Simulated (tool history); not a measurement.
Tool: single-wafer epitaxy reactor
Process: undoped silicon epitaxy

| run | hour | wafer temperature setpoint (pyrometer-controlled) (°C) | deposition time (s) | mean film thickness on the monitor wafer (angstrom) |
|---|---|---|---|---|
| 1 | 0 | 635 | 536 | 609.39 |
| 2 | 7.7 | 635 | 508 | 578.96 |
| 3 | 10.6 | 633 | 508 | 550.94 |
| 4 | 11.9 | 625 | 508 | 456.43 |
| 5 | 15.6 | 618 | 508 | 386.9 |
| 6 | 23.2 | 624 | 508 | 443.86 |
| 7 | 29.4 | 623 | 508 | 436.24 |
| 8 | 31.8 | 622 | 508 | 425 |
| 9 | 37.4 | 621 | 508 | 413.73 |
| 10 | 39.9 | 620 | 508 | 405.96 |
| 11 | 42.8 | 619 | 508 | 395.77 |

Forecast run 12:
| 12 | 51.6 | 618 | 508 | ? |

mean film thickness on the monitor wafer (angstrom): 385.58

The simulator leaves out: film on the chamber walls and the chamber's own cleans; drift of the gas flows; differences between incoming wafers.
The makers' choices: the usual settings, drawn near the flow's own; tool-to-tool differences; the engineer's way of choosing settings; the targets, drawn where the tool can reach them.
